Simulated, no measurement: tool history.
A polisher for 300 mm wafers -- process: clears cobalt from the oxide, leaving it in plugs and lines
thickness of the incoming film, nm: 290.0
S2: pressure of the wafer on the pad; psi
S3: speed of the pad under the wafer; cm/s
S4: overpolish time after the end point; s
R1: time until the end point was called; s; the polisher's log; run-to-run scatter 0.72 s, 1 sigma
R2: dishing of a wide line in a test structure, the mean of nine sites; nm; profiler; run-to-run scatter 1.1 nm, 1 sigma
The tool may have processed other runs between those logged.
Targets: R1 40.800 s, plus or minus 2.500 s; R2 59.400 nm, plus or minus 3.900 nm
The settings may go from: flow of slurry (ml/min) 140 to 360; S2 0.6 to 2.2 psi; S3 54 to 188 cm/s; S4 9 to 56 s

Run 1, hour 0.0: flow of slurry (ml/min) 230, S2 1.4 psi, S3 120 cm/s, S4 29 s. Result: R1 53.680 s, R2 61.715 nm.
Run 2, hour 8.2: flow of slurry (ml/min) 230, S2 1.4 psi, S3 120 cm/s, S4 28 s. Result: R1 52.090 s, R2 60.790 nm.
Run 3, hour 13.7: flow of slurry (ml/min) 210, S2 1.4 psi, S3 120 cm/s, S4 28 s. Result: R1 53.334 s, R2 61.330 nm.
Run 4, hour 19.4: flow of slurry (ml/min) 265, S2 1.4 psi, S3 120 cm/s, S4 28 s. Result: R1 50.682 s, R2 61.745 nm.
Run 5, hour 24.0: flow of slurry (ml/min) 265, S2 1.4 psi, S3 142 cm/s, S4 28 s. Result: R1 45.961 s, R2 66.013 nm.
Run 6, hour 30.0: flow of slurry (ml/min) 265, S2 1.4 psi, S3 142 cm/s, S4 27 s. Result: R1 44.913 s, R2 63.193 nm.
Run 7, hour 37.8: flow of slurry (ml/min) 265, S2 1.4 psi, S3 142 cm/s, S4 26 s. Result: R1 46.965 s, R2 64.216 nm.
Run 8, hour 45.7: flow of slurry (ml/min) 265, S2 1.4 psi, S3 142 cm/s, S4 26 s. Result: R1 46.210 s, R2 63.302 nm.
Run 9, hour 53.4: flow of slurry (ml/min) 265, S2 1.4 psi, S3 142 cm/s, S4 25 s. Result: R1 44.959 s, R2 60.526 nm.

4 next moves are on the table. One of them brings every result within its allowed miss. Which?
Run A, hour 61.1: flow of slurry (ml/min) 265, S2 1.4 psi, S3 140 cm/s, S4 39 s. Result: R1 ?, R2 ?.
Run B, hour 61.1: flow of slurry (ml/min) 360, S2 1.3 psi, S3 172 cm/s, S4 14 s. Result: R1 ?, R2 ?.
Run C, hour 61.1: flow of slurry (ml/min) 275, S2 1.6 psi, S3 156 cm/s, S4 29 s. Result: R1 ?, R2 ?.
Run D, hour 61.1: flow of slurry (ml/min) 325, S2 1.3 psi, S3 178 cm/s, S4 21 s. Result: R1 ?, R2 ?.

move      R1      R2
   A  47.227  69.059
   B  42.251  49.990
   C  38.110  67.835
   D  41.476  60.515
A: lands further from the targets than the last run did
B: corrects the largest miss of the last run, while another result sits out of spec
C: moves the result that the last run missed by most past its target, out the other side
D: hits every target within its allowed miss
Answer: D
